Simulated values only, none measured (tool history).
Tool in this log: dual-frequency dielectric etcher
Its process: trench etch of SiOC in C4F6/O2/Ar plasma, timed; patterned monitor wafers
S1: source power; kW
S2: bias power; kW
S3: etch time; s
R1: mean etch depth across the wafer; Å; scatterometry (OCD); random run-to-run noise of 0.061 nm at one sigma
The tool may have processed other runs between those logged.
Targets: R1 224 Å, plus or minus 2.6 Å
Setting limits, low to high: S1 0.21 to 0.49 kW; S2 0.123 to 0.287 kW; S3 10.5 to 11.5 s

| run | hour | S1 | S2 | S3 | R1 |
|---|---|---|---|---|---|
| 1 | 0 | 0.35 | 0.205 | 11.5 | 255.63 |
| 2 | 5.3 | 0.38 | 0.205 | 11.5 | 266.05 |
| 3 | 13.2 | 0.38 | 0.205 | 10.5 | 243.4 |
| 4 | 19.9 | 0.38 | 0.205 | 10.5 | 243.14 |
| 5 | 27.2 | 0.44 | 0.205 | 10.5 | 260.41 |
| 6 | 31.6 | 0.41 | 0.203 | 10.5 | 251.64 |
| 7 | 36.7 | 0.38 | 0.202 | 10.5 | 241.45 |
| 8 | 39.8 | 0.37 | 0.202 | 10.5 | 239.18 |
| 9 | 40.3 | 0.36 | 0.202 | 10.5 | 236.7 |
| 10 | 47.2 | 0.35 | 0.202 | 10.5 | 233.4 |
| 11 | 52 | 0.34 | 0.202 | 10.5 | 230.08 |

Which of these 5 next moves meets every target?
| A | 56.8 | 0.38 | 0.2 | 10.5 | ? |
| B | 56.8 | 0.34 | 0.189 | 11 | ? |
| C | 56.8 | 0.32 | 0.18 | 11 | ? |
| D | 56.8 | 0.32 | 0.212 | 11 | ? |
| E | 56.8 | 0.37 | 0.194 | 10.5 | ? |

| move | R1 |
|---|---|
| A | 240.76 |
| B | 234.87 |
| C | 224.38 |
| D | 237.85 |
| E | 235.3 |
A: misses by more than the last run did
B: misses by more than the last run did
C: in spec on every target
D: misses by more than the last run did
E: misses by more than the last run did
C is the move that brings every result within its allowed miss.
